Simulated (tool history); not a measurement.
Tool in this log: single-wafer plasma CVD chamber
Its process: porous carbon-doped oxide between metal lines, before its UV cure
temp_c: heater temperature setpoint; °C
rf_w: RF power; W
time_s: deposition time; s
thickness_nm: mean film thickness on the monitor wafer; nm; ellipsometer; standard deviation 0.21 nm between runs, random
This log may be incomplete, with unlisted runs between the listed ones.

run 1 hour=0.0 | temp_c=325 rf_w=495 time_s=10.8 | thickness_nm=52.871
run 2 hour=2.3 | temp_c=321 rf_w=495 time_s=10.8 | thickness_nm=53.813
run 3 hour=11.3 | temp_c=321 rf_w=525 time_s=10.8 | thickness_nm=57.681
run 4 hour=20.1 | temp_c=321 rf_w=525 time_s=10.8 | thickness_nm=57.101
run 5 hour=23.4 | temp_c=321 rf_w=475 time_s=10.8 | thickness_nm=52.021
run 6 hour=31.5 | temp_c=321 rf_w=405 time_s=10.8 | thickness_nm=43.049

Run 7 comes next. What will it give?
run 7 hour=37.7 | temp_c=325 rf_w=400 time_s=10.8 | thickness_nm=?

thickness_nm: 41.476 nm
